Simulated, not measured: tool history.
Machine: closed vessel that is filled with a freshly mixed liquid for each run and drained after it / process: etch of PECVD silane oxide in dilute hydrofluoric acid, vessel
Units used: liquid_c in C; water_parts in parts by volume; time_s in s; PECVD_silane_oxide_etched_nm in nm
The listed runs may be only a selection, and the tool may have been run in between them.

run,hour,liquid_c,water_parts,time_s,PECVD_silane_oxide_etched_nm
1,0.0,24.0,130,95,21.608
2,1.9,22.0,130,95,20.341
3,4.9,20.5,130,95,18.994
4,13.2,22.0,130,95,20.034
5,15.9,20.5,130,95,18.687
6,18.7,20.5,130,105,20.863
7,26.9,19.5,135,105,19.669
8,27.8,19.5,135,105,19.180
9,31.5,19.0,135,105,18.590

Forecast run 10:
10,36.3,18.5,135,105,?

Run 10 came out at PECVD_silane_oxide_etched_nm 18.589 nm.
